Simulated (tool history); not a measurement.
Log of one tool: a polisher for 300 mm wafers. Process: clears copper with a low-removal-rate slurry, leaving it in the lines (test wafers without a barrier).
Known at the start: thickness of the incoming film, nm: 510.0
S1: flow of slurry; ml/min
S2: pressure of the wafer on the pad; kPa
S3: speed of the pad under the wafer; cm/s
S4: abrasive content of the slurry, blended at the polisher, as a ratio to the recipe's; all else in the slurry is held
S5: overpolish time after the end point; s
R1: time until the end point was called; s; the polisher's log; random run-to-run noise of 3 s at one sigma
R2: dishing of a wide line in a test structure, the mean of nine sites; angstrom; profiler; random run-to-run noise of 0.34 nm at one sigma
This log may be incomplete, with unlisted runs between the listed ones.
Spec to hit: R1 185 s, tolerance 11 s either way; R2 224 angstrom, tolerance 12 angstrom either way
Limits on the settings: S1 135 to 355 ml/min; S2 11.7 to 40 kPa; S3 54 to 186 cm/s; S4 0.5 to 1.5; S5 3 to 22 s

run	hour	S1	S2	S3	S4	S5	R1	R2
1	0	225	25.5	118	1	11	122.21	272.6
2	2.8	250	25.5	118	1	11	121.5	279.33
3	6	250	25.5	98	1	11	136.86	251.23
4	9.5	250	25.5	98	1.15	11	131.32	251.5
5	11.2	245	24.1	98	1.15	12	143.8	267.47
6	12.5	245	24.1	98	1.15	16	141.28	319.77
7	15.4	245	22.8	96	1.15	15	152.08	286.08
8	21.7	245	21.4	96	1.15	15	162.23	279.4

5 candidate next runs follow, results not yet known. Just one meets every target within its allowed miss. Identify it.
A	28	275	21.4	114	1.15	19	?	?
B	28	295	24.1	98	1.4	10	?	?
C	28	270	27.6	72	1.35	11	?	?
D	28	265	23.4	92	1.05	18	?	?
E	28	265	26.2	60	1.1	13	?	?

move	R1	R2
A	141.56	379.44
B	133.33	243.31
C	148.46	241.68
D	156.37	340.91
E	186.1	229.77
A: its largest miss is bigger than the last run's
B: as far off as the last run
C: closer than the last run, but not yet in spec
D: its largest miss is bigger than the last run's
E: hits every target within its allowed miss
The right move is E.
